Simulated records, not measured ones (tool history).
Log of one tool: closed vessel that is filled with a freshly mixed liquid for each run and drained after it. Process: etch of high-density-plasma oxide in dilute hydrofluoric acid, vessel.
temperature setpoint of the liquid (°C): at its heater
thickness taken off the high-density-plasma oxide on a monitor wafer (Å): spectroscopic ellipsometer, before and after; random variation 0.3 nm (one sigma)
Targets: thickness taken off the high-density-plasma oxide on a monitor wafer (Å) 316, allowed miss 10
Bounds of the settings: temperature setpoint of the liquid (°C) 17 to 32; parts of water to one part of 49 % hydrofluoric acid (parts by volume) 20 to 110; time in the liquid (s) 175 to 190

| run | hour | temperature setpoint of the liquid (°C) | parts of water to one part of 49 % hydrofluoric acid (parts by volume) | time in the liquid (s) | thickness taken off the high-density-plasma oxide on a monitor wafer (Å) |
|---|---|---|---|---|---|
| 1 | 0 | 24 | 60 | 175 | 203.58 |
| 2 | 7.8 | 27.5 | 60 | 175 | 230 |
| 3 | 10.1 | 27.5 | 60 | 190 | 252.57 |
| 4 | 14.7 | 26.5 | 60 | 190 | 243.26 |
| 5 | 21.6 | 28 | 60 | 190 | 258.28 |
| 6 | 24.9 | 29 | 60 | 190 | 270.87 |
| 7 | 27.8 | 32 | 60 | 190 | 297.56 |
| 8 | 29.8 | 32 | 55 | 190 | 327.91 |

Which of these 4 next moves meets every target?
| A | 31.8 | 32 | 50 | 180 | ? |
| B | 31.8 | 32 | 50 | 175 | ? |
| C | 31.8 | 32 | 55 | 185 | ? |
| D | 31.8 | 31.5 | 50 | 175 | ? |

| move | thickness taken off the high-density-plasma oxide on a monitor wafer (Å) |
|---|---|
| A | 345.19 |
| B | 335.6 |
| C | 319.95 |
| D | 329.17 |
A: further off than the last run
B: further off than the last run
C: meets every target
D: further off than the last run
Move C is the one to make.

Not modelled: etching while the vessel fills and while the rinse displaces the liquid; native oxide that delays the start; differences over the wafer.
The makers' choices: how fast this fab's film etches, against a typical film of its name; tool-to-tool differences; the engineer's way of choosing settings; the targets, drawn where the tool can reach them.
